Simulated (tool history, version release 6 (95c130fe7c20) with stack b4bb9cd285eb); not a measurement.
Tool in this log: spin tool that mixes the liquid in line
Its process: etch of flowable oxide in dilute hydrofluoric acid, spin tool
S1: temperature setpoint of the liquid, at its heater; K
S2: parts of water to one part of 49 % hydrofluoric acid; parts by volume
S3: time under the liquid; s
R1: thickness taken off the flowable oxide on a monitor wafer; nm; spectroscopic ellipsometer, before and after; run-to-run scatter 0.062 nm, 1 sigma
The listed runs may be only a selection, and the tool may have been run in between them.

run 1 hour=0 | S1=295.15 S2=125 S3=15 | R1=6.0099
run 2 hour=1.9 | S1=295.15 S2=165 S3=15 | R1=4.3155
run 3 hour=4.1 | S1=292.15 S2=165 S3=15 | R1=3.8313
run 4 hour=6.4 | S1=294.15 S2=165 S3=15 | R1=4.1597
run 5 hour=9.9 | S1=292.65 S2=165 S3=15 | R1=3.9495
run 6 hour=12.4 | S1=290.15 S2=165 S3=15 | R1=3.5711
run 7 hour=21 | S1=291.65 S2=160 S3=15 | R1=3.8861

Run 8 has not been measured yet. What should we expect?
run 8 hour=27.6 | S1=293.15 S2=155 S3=15 | R1=?

Logged for run 8: R1 4.2913 nm.

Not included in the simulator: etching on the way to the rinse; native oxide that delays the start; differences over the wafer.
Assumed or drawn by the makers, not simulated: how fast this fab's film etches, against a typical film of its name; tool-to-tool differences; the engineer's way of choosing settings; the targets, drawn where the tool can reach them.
